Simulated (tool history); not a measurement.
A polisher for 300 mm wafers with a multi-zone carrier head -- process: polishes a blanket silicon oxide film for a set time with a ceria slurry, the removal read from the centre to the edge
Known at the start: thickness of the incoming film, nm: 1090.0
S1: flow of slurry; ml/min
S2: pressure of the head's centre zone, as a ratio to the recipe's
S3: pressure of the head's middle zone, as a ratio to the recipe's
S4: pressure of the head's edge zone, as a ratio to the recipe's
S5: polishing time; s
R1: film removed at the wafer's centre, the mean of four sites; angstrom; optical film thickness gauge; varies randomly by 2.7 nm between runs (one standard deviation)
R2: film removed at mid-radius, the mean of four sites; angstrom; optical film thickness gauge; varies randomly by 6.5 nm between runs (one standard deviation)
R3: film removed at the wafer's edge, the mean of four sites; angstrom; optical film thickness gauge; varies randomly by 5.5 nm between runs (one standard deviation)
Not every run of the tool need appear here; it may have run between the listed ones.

{"run": 1, "hour": 0.0, "S1": 240, "S2": 1.0, "S3": 1.0, "S4": 1.0, "S5": 88, "R1": 3492.3, "R2": 3460.7, "R3": 3405.8}
{"run": 2, "hour": 7.6, "S1": 240, "S2": 1.0, "S3": 1.0, "S4": 1.0, "S5": 76, "R1": 3002.0, "R2": 3034.2, "R3": 2964.5}
{"run": 3, "hour": 8.5, "S1": 240, "S2": 1.0, "S3": 1.0, "S4": 1.0, "S5": 58, "R1": 2326.5, "R2": 2250.2, "R3": 2218.5}
{"run": 4, "hour": 17.0, "S1": 240, "S2": 1.0, "S3": 1.08, "S4": 1.0, "S5": 58, "R1": 2313.9, "R2": 2399.0, "R3": 2279.5}
{"run": 5, "hour": 17.7, "S1": 195, "S2": 1.0, "S3": 1.08, "S4": 1.0, "S5": 58, "R1": 2250.7, "R2": 2398.7, "R3": 2217.2}
{"run": 6, "hour": 25.2, "S1": 155, "S2": 1.0, "S3": 1.08, "S4": 1.0, "S5": 58, "R1": 2131.1, "R2": 2275.5, "R3": 2182.3}
{"run": 7, "hour": 32.1, "S1": 170, "S2": 1.0, "S3": 1.1, "S4": 1.02, "S5": 65, "R1": 2424.7, "R2": 2624.0, "R3": 2453.8}
{"run": 8, "hour": 33.1, "S1": 180, "S2": 1.0, "S3": 1.11, "S4": 1.04, "S5": 71, "R1": 2644.4, "R2": 2954.3, "R3": 2745.0}
{"run": 9, "hour": 37.7, "S1": 195, "S2": 1.01, "S3": 1.12, "S4": 1.06, "S5": 74, "R1": 2838.9, "R2": 3131.7, "R3": 2883.8}
{"run": 10, "hour": 42.8, "S1": 200, "S2": 1.01, "S3": 1.13, "S4": 1.08, "S5": 78, "R1": 3047.4, "R2": 3341.1, "R3": 3104.7}

Run 11 is up next; what results do you expect?
{"run": 11, "hour": 51.8, "S1": 210, "S2": 1.0, "S3": 1.14, "S4": 1.09, "S5": 81, "R1": "?", "R2": "?", "R3": "?"}

{"run 11": {"R1": 3132.1, "R2": 3568.2, "R3": 3302.6}}
